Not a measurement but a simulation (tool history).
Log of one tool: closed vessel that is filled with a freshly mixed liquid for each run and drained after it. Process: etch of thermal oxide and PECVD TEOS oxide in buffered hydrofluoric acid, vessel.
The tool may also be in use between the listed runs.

run  hour  temperature setpoint of the liquid (K)  parts of 40 % ammonium fluoride to one part of 49 % hydrofluoric acid (parts by volume)  time in the liquid (s)  thickness taken off the thermal oxide on a monitor wafer (nm)  thickness taken off the PECVD TEOS oxide on a monitor wafer (nm)
  1   0.0                                  296.15                                                                                      9.0                      60                                                         72.975                                                            244.01
  2   4.9                                  297.65                                                                                      8.5                      60                                                         83.774                                                            284.37
  3  10.0                                  297.65                                                                                      7.0                      60                                                        103.700                                                            347.46
  4  17.4                                  298.65                                                                                      7.0                      60                                                        109.270                                                            365.62
  5  18.6                                  299.65                                                                                      7.0                      60                                                        114.720                                                            386.38
  6  25.7                                  299.65                                                                                      7.0                      80                                                        153.120                                                            522.19

Forecast run 7:
  7  31.3                                  300.15                                                                                      7.0                      80                                                              ?                                                                 ?

Run 7 gave thickness taken off the thermal oxide on a monitor wafer (nm) 155.740, thickness taken off the PECVD TEOS oxide on a monitor wafer (nm) 526.53.
